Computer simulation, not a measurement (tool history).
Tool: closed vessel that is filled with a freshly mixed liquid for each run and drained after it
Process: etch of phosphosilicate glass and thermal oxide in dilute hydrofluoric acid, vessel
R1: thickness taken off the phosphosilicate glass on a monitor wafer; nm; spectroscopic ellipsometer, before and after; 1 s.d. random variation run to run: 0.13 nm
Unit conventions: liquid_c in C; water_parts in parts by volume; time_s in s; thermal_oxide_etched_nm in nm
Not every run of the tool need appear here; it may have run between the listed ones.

{"run": 1, "hour": 0.0, "liquid_c": 22.0, "water_parts": 300, "time_s": 65, "R1": 24.565, "thermal_oxide_etched_nm": 0.74876}
{"run": 2, "hour": 2.2, "liquid_c": 20.5, "water_parts": 325, "time_s": 65, "R1": 21.335, "thermal_oxide_etched_nm": 0.60487}
{"run": 3, "hour": 8.5, "liquid_c": 21.0, "water_parts": 350, "time_s": 65, "R1": 19.327, "thermal_oxide_etched_nm": 0.59372}
{"run": 4, "hour": 11.9, "liquid_c": 21.0, "water_parts": 350, "time_s": 55, "R1": 16.54, "thermal_oxide_etched_nm": 0.48103}
{"run": 5, "hour": 15.5, "liquid_c": 20.5, "water_parts": 355, "time_s": 55, "R1": 15.822, "thermal_oxide_etched_nm": 0.49274}
{"run": 6, "hour": 20.2, "liquid_c": 20.5, "water_parts": 355, "time_s": 35, "R1": 10.187, "thermal_oxide_etched_nm": 0.31216}
{"run": 7, "hour": 22.7, "liquid_c": 22.5, "water_parts": 345, "time_s": 35, "R1": 11.309, "thermal_oxide_etched_nm": 0.32799}

Expected results for the next run?
{"run": 8, "hour": 26.5, "liquid_c": 23.0, "water_parts": 330, "time_s": 35, "R1": "?", "thermal_oxide_etched_nm": "?"}

Logged for run 8: R1 12.278 nm, thermal_oxide_etched_nm 0.37233 nm.
